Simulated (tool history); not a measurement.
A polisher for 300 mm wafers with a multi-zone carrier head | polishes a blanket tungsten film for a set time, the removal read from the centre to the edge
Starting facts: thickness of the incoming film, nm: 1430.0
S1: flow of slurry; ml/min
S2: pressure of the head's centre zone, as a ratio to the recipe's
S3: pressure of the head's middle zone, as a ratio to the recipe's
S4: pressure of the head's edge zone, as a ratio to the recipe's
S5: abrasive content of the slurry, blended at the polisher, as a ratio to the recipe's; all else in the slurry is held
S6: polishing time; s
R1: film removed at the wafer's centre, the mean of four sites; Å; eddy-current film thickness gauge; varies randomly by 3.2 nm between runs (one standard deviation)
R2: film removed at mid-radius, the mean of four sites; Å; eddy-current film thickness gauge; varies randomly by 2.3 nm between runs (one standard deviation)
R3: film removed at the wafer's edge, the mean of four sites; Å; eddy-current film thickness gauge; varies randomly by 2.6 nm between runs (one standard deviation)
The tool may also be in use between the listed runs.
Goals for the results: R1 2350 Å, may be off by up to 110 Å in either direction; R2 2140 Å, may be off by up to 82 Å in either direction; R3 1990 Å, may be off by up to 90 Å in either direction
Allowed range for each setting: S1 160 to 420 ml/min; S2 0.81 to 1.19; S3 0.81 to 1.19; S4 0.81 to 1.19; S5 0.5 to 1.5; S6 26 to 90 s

run 1 hour=0 | S1=270 S2=1 S3=1 S4=1 S5=1 S6=58 | R1=3151.1 R2=3210.5 R3=3165.1
run 2 hour=4.4 | S1=270 S2=1.01 S3=1 S4=0.98 S5=0.95 S6=56 | R1=3064 R2=3077.2 R3=2937.3
run 3 hour=9.3 | S1=270 S2=1.01 S3=0.99 S4=0.97 S5=0.9 S6=55 | R1=2892.2 R2=2952 R3=2872.8
run 4 hour=17.3 | S1=270 S2=1.03 S3=0.99 S4=0.96 S5=0.85 S6=53 | R1=2888.2 R2=2783.1 R3=2686.1
run 5 hour=22.8 | S1=270 S2=1.07 S3=0.99 S4=0.96 S5=0.85 S6=53 | R1=3018.6 R2=2831.9 R3=2673.9
run 6 hour=26.6 | S1=270 S2=1.04 S3=0.99 S4=0.96 S5=0.85 S6=53 | R1=2948.7 R2=2815.5 R3=2725.3
run 7 hour=31.9 | S1=270 S2=1.04 S3=0.99 S4=0.95 S5=0.8 S6=51 | R1=2847.6 R2=2640.2 R3=2563.8
run 8 hour=39.8 | S1=270 S2=1.03 S3=1 S4=0.94 S5=0.75 S6=50 | R1=2701.2 R2=2625.4 R3=2487.9
run 9 hour=46.3 | S1=270 S2=1.03 S3=1 S4=0.93 S5=0.7 S6=49 | R1=2594.2 R2=2533.5 R3=2324.6
run 10 hour=49.2 | S1=270 S2=1.03 S3=0.99 S4=0.92 S5=0.65 S6=49 | R1=2499.2 R2=2479.7 R3=2369
run 11 hour=53.9 | S1=270 S2=1.04 S3=0.99 S4=0.91 S5=0.65 S6=48 | R1=2518.2 R2=2358.7 R3=2271.5
run 12 hour=59.1 | S1=270 S2=1.04 S3=0.99 S4=0.9 S5=0.65 S6=48 | R1=2508.6 R2=2411.5 R3=2234.3
run 13 hour=64.4 | S1=270 S2=1.04 S3=0.98 S4=0.89 S5=0.65 S6=48 | R1=2555.9 R2=2345.9 R3=2319.7
run 14 hour=66.5 | S1=270 S2=1.04 S3=0.98 S4=0.89 S5=0.65 S6=47 | R1=2508.3 R2=2347.7 R3=2164.5
run 15 hour=67.5 | S1=270 S2=1.04 S3=0.97 S4=0.88 S5=0.65 S6=47 | R1=2434.9 R2=2367.5 R3=2175.4
run 16 hour=76 | S1=270 S2=1.05 S3=0.96 S4=0.87 S5=0.65 S6=47 | R1=2490.8 R2=2357.9 R3=2200.9
run 17 hour=77.4 | S1=265 S2=1.07 S3=0.95 S4=0.82 S5=0.5 S6=43 | R1=2147.8 R2=2032.5 R3=1858.6
run 18 hour=82.5 | S1=270 S2=1.07 S3=0.95 S4=0.83 S5=0.5 S6=43 | R1=2149.5 R2=2016 R3=1841.4
run 19 hour=84.4 | S1=270 S2=1.07 S3=0.95 S4=0.84 S5=0.5 S6=43 | R1=2190 R2=2035.3 R3=1876.3
run 20 hour=92.7 | S1=275 S2=1.07 S3=0.95 S4=0.85 S5=0.5 S6=43 | R1=2177 R2=2027 R3=1892.8
run 21 hour=100.1 | S1=275 S2=1.07 S3=0.95 S4=0.86 S5=0.5 S6=43 | R1=2174.1 R2=2027.9 R3=1886
run 22 hour=102.1 | S1=275 S2=1.07 S3=0.95 S4=0.87 S5=0.5 S6=43 | R1=2187.3 R2=2015.4 R3=1879.5

Pick the move, out of 5, that brings all results within their allowed miss; only one does.
run A hour=104.1 | S1=225 S2=0.94 S3=0.81 S4=1.01 S5=0.5 S6=47 | R1=? R2=? R3=?
run B hour=104.1 | S1=290 S2=1.09 S3=0.95 S4=0.9 S5=0.55 S6=44 | R1=? R2=? R3=?
run C hour=104.1 | S1=290 S2=0.85 S3=0.9 S4=0.83 S5=0.5 S6=52 | R1=? R2=? R3=?
run D hour=104.1 | S1=355 S2=1.1 S3=1.01 S4=0.88 S5=1.05 S6=41 | R1=? R2=? R3=?
run E hour=104.1 | S1=325 S2=1.17 S3=1.08 S4=0.81 S5=0.65 S6=44 | R1=? R2=? R3=?

move=A R1=2059 R2=1999.9 R3=2133
move=B R1=2363.4 R2=2132.9 R3=1977.7
move=C R1=2133.9 R2=2409.9 R3=2219.1
move=D R1=2597.9 R2=2394.4 R3=2117.6
move=E R1=2658.7 R2=2389.9 R3=1971.2
A: further off than the last run
B: every result within its allowed miss
C: takes the biggest miss from the last run beyond its target
D: takes the biggest miss from the last run beyond its target
E: takes the biggest miss from the last run beyond its target
Answer: B
